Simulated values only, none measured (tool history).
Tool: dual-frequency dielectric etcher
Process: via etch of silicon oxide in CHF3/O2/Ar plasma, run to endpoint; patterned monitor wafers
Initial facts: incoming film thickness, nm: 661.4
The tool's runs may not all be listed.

run	hour	source power (W)	bias power (W)	endpoint time (s)
1	0.0	560	227	282.62
2	1.1	470	227	307.19
3	9.7	470	246	294.30
4	18.6	440	246	301.35
5	22.4	370	246	320.28
6	29.2	440	246	299.03
7	38.3	410	240	312.05
8	45.0	410	240	309.38

Expected results for the next run?
9	47.2	340	208	?

endpoint time (s): 350.39

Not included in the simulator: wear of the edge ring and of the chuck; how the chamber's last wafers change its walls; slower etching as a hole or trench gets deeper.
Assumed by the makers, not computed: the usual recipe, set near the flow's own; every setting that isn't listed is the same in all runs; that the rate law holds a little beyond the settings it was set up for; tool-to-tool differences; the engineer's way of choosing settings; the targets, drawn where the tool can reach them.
